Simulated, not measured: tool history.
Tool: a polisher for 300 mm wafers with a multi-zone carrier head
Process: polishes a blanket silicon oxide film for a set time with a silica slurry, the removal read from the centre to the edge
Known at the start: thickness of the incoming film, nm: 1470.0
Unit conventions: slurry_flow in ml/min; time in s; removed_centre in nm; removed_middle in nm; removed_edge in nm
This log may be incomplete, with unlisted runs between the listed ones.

run  hour  slurry_flow  centre_zone  middle_zone  edge_zone  slurry_solids  time  removed_centre  removed_middle  removed_edge
  1     0          230            1            1          1              1    41          82.886          84.368        90.132
  2   7.3          225            1         0.99       0.98              1    41          83.123            85.2        90.013
  3  11.2          260            1         0.99       0.98              1    41          86.588          86.198        90.828
  4  12.7          260            1         0.99       0.98              1    35          73.233          73.577        77.233
  5  17.8          260            1         0.99       1.02              1    35          73.775          73.923        78.184
  6  19.8          265         1.01         0.99       1.02              1    35          74.867          73.908        79.389
  7  24.4          270         1.02         0.99       1.01              1    35          73.975          75.342        79.552
  8  31.8          275         1.02         0.97       0.98              1    35          75.146          74.749        79.017
  9  40.3          280         1.04         0.96       0.97              1    35          77.699          73.458        77.939
 10  44.4          285         1.04         0.96       0.97              1    35          77.668          73.491        78.711

What does the tool deliver on the next run?
 11  51.1          285         1.04         0.96       0.97              1    35               ?               ?             ?

removed_centre: 76.88 nm
removed_middle: 74.055 nm
removed_edge: 78.946 nm

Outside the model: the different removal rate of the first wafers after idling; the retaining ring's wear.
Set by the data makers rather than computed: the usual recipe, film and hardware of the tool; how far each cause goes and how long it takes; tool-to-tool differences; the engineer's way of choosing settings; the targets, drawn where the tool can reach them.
